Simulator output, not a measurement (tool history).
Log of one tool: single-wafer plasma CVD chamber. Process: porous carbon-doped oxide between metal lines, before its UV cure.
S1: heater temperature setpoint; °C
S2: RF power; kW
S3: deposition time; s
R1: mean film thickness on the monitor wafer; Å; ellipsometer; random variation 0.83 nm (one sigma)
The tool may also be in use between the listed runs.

run  hour   S1     S2  S3      R1
  1     0  295   0.61  31    2047
  2   1.4  299  0.605  31    1988
  3   7.2  303    0.6  31  1940.9
  4  11.5  303    0.6  31    1939
  5  20.2  303    0.6  31  1935.6
  6  28.5  306  0.595  31  1898.3
  7  37.3  306  0.595  31  1899.9

The next listed run, before its measurement:
  8  44.2  308  0.59  31   ?

R1: 1881.6 Å
